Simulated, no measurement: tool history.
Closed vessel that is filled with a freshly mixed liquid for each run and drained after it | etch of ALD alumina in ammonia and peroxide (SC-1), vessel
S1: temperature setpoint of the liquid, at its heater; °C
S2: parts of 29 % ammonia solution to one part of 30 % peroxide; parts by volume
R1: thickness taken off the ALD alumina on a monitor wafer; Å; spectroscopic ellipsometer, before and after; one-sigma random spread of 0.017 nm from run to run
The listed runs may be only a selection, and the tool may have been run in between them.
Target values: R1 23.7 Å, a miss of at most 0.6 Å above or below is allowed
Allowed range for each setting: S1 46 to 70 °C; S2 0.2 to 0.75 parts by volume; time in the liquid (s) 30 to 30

Run 1, hour 0: S1 62 °C, S2 0.45 parts by volume, time in the liquid (s) 30. Result: R1 33.539 Å.
Run 2, hour 7.2: S1 60.5 °C, S2 0.45 parts by volume, time in the liquid (s) 30. Result: R1 30.492 Å.
Run 3, hour 13.8: S1 59.5 °C, S2 0.45 parts by volume, time in the liquid (s) 30. Result: R1 28.848 Å.
Run 4, hour 15: S1 59.5 °C, S2 0.5 parts by volume, time in the liquid (s) 30. Result: R1 29.575 Å.
Run 5, hour 20.4: S1 58.5 °C, S2 0.5 parts by volume, time in the liquid (s) 30. Result: R1 28.233 Å.
Run 6, hour 24.2: S1 57.5 °C, S2 0.5 parts by volume, time in the liquid (s) 30. Result: R1 26.683 Å.
Run 7, hour 27.7: S1 57 °C, S2 0.5 parts by volume, time in the liquid (s) 30. Result: R1 26.307 Å.
Run 8, hour 33.9: S1 56.5 °C, S2 0.5 parts by volume, time in the liquid (s) 30. Result: R1 25.455 Å.
Run 9, hour 42.8: S1 56 °C, S2 0.5 parts by volume, time in the liquid (s) 30. Result: R1 24.382 Å.
Run 10, hour 48.2: S1 56 °C, S2 0.5 parts by volume, time in the liquid (s) 30. Result: R1 24.525 Å.

Pick the move, out of 4, that brings all results within their allowed miss; only one does.
Run A, hour 53.6: S1 57.5 °C, S2 0.55 parts by volume, time in the liquid (s) 30. Result: R1 ?.
Run B, hour 53.6: S1 57 °C, S2 0.2 parts by volume, time in the liquid (s) 30. Result: R1 ?.
Run C, hour 53.6: S1 57 °C, S2 0.5 parts by volume, time in the liquid (s) 30. Result: R1 ?.
Run D, hour 53.6: S1 56.5 °C, S2 0.45 parts by volume, time in the liquid (s) 30. Result: R1 ?.

move      R1
   A  27.154
   B  24.032
   C  26.216
   D  25.283
A: the biggest miss grows against the last run
B: meets every target
C: the biggest miss grows against the last run
D: the biggest miss grows against the last run
The move that meets every target is B.
